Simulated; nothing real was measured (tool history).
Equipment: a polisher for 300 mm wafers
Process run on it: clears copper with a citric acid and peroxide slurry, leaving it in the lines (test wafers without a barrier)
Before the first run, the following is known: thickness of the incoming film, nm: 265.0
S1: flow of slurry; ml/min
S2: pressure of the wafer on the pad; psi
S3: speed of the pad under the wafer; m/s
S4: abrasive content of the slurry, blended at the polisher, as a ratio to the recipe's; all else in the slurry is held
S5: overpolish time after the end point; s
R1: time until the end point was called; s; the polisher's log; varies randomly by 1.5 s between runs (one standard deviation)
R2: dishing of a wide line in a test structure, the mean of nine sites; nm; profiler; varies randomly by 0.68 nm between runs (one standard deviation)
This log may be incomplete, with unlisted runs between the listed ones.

run,day,S1,S2,S3,S4,S5,R1,R2
1,0,140,3.4,1.04,1,17,97.223,30.702
2,0.204,140,3.4,1.14,1,17,90.541,33.907
3,0.567,170,3.4,1.14,1,17,86.675,34.753
4,0.9,170,3.4,1.14,0.8,17,91.841,32.813
5,1.112,165,3.4,1.14,0.8,18,92.664,34.794
6,1.171,165,3.4,1.14,0.8,13,95.21,25.137
# day 1.233: worn pad replaced by a new one
7,1.233,160,3.4,1.14,0.8,15,82.497,32.101
8,1.275,165,3.5,1.14,0.8,16,78.743,35.035
9,1.304,165,3.5,1.14,0.8,17,79.164,37.622
10,1.575,165,3.5,1.14,0.8,18,81.422,39.526
11,1.771,165,3.5,1.14,0.8,19,79.902,42.711
12,1.817,165,3.5,1.14,0.8,20,79.709,42.253

Run 13 comes next. What will it give?
13,1.871,165,3.4,1.14,0.8,21,?,?

R1: 79.779 s
R2: 44.006 nm
